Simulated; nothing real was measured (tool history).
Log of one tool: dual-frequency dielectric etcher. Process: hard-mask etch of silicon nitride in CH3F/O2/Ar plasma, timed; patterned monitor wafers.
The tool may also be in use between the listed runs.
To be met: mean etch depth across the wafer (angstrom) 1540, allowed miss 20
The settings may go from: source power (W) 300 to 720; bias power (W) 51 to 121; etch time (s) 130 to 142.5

run	hour	source power (W)	bias power (W)	etch time (s)	mean etch depth across the wafer (angstrom)
1	0	510	86	142.5	1311.2
2	2.2	510	86	130	1202.9
3	4	510	81	130	1174.8
4	5.4	430	81	130	1108.7
5	12.4	500	81	130	1168.6
6	19	550	86	130.5	1241.5
7	22.8	590	91	131	1309
8	24.7	620	95	131.5	1353.4
9	32.4	640	99	132	1401.7

4 next moves are on the table. One of them brings every result within its allowed miss. Which?
A	40.1	700	76	130	?
B	40.1	620	86	132	?
C	40.1	710	93	142.5	?
D	40.1	620	100	130	?

move	mean etch depth across the wafer (angstrom)
A	1289.6
B	1312.9
C	1534.7
D	1371.3
A: further off than the last run
B: further off than the last run
C: meets every target
D: further off than the last run
Move C is the one to make.
